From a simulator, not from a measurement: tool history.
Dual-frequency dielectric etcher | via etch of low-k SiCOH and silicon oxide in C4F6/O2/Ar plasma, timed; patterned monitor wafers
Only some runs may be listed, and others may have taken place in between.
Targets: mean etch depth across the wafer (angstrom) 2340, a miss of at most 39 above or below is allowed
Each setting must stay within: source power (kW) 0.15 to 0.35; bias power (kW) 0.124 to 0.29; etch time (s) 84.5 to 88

| run | hour | source power (kW) | bias power (kW) | etch time (s) | mean etch depth across the wafer (angstrom) |
|---|---|---|---|---|---|
| 1 | 0 | 0.25 | 0.207 | 84.5 | 2112.6 |
| 2 | 2.1 | 0.25 | 0.191 | 84.5 | 2036.7 |
| 3 | 3.7 | 0.27 | 0.193 | 84.5 | 2118.2 |
| 4 | 7.2 | 0.28 | 0.194 | 84.5 | 2149.4 |
| 5 | 15.7 | 0.28 | 0.194 | 84.5 | 2164.8 |
| 6 | 21.1 | 0.3 | 0.194 | 84.5 | 2211.3 |
| 7 | 23.7 | 0.31 | 0.195 | 84.5 | 2229.8 |
| 8 | 28.6 | 0.32 | 0.196 | 84.5 | 2251.1 |
| 9 | 36.2 | 0.32 | 0.198 | 84.5 | 2277.2 |
| 10 | 38.1 | 0.32 | 0.199 | 84.5 | 2285.8 |

Exercise: of the 5 proposed moves below, exactly one satisfies all targets within the stated allowed misses. Which move is it?
| A | 40 | 0.29 | 0.205 | 84.5 | ? |
| B | 40 | 0.31 | 0.195 | 85 | ? |
| C | 40 | 0.32 | 0.19 | 84.5 | ? |
| D | 40 | 0.3 | 0.203 | 87.5 | ? |
| E | 40 | 0.33 | 0.186 | 85.5 | ? |

| move | mean etch depth across the wafer (angstrom) |
|---|---|
| A | 2230.6 |
| B | 2244.8 |
| C | 2229.9 |
| D | 2327.7 |
| E | 2258.8 |
A: its largest miss is bigger than the last run's
B: its largest miss is bigger than the last run's
C: its largest miss is bigger than the last run's
D: every result within its allowed miss
E: its largest miss is bigger than the last run's
Correct choice: D, which meets every target
